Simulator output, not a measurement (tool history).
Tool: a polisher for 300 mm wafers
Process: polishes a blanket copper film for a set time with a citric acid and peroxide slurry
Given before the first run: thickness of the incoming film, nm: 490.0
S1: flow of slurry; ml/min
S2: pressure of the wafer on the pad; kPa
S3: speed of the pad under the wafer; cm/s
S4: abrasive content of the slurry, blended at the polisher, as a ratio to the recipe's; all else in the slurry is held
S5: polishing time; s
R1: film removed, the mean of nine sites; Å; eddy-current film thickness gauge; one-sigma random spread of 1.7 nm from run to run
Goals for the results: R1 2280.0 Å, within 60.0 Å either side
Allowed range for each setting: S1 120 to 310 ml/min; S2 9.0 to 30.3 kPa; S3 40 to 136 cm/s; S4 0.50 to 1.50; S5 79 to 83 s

run,day,S1,S2,S3,S4,S5,R1
1,0.000,200,19.3,88,1.00,79,1656.7
2,0.350,200,19.3,72,1.00,79,1364.2
3,0.671,200,14.5,72,1.00,79,1031.5
4,1.004,200,14.5,72,1.00,83,1081.6
5,1.038,180,14.5,72,1.00,83,1052.0
6,1.196,180,14.5,86,1.00,83,1274.2
7,1.538,195,16.5,86,1.00,83,1463.2
8,1.675,210,17.9,86,1.00,83,1591.2
9,1.817,250,23.4,86,1.00,83,2102.7
10,1.862,250,24.1,86,1.00,83,2175.7

Of the 4 settings listed for the next run, only one would bring every result within its allowed miss of target. Which one?
A,1.908,260,22.8,88,1.10,81,?
B,1.908,245,26.2,84,1.05,82,?
C,1.908,235,23.4,92,1.00,79,?
D,1.908,260,25.5,86,1.00,79,?

move,R1
A,2074.7
B,2265.5
C,2107.4
D,2167.7
A: moves away from the targets compared with the last run
B: every result within its allowed miss
C: moves away from the targets compared with the last run
D: moves away from the targets compared with the last run
Correct choice: B, which meets every target
